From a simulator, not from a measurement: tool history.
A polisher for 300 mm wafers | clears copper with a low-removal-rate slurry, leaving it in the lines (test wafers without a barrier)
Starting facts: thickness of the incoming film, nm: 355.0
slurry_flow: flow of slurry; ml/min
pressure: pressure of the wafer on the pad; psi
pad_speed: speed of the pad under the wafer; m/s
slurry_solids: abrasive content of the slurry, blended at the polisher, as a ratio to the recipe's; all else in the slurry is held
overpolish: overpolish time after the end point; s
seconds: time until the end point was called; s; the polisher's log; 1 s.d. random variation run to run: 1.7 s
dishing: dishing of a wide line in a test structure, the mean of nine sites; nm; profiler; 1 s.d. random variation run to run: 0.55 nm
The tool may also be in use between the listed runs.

| run | day | slurry_flow | pressure | pad_speed | slurry_solids | overpolish | seconds | dishing |
|---|---|---|---|---|---|---|---|---|
| 1 | 0 | 270 | 3.1 | 0.98 | 1 | 28 | 110.3 | 58.689 |
| 2 | 0.204 | 270 | 3.6 | 0.98 | 1 | 28 | 95.982 | 66.109 |
| 3 | 0.304 | 235 | 3.6 | 0.98 | 1 | 28 | 96.689 | 66.454 |
| 4 | 0.479 | 235 | 3.3 | 0.98 | 1 | 27 | 105.58 | 57.568 |
| 5 | 0.621 | 235 | 3.3 | 0.98 | 1 | 38 | 104.11 | 75.798 |
|  | 0.646 | head pressure recalibrated |
| 6 | 0.646 | 235 | 3.7 | 0.98 | 1 | 38 | 103.69 | 75.978 |
| 7 | 0.762 | 235 | 3.3 | 0.94 | 1 | 35 | 121.36 | 63.26 |

Forecast run 8:
| 8 | 0.992 | 230 | 3.1 | 0.94 | 1 | 33 | ? | ? |

seconds: 129.28 s
dishing: 57.078 nm

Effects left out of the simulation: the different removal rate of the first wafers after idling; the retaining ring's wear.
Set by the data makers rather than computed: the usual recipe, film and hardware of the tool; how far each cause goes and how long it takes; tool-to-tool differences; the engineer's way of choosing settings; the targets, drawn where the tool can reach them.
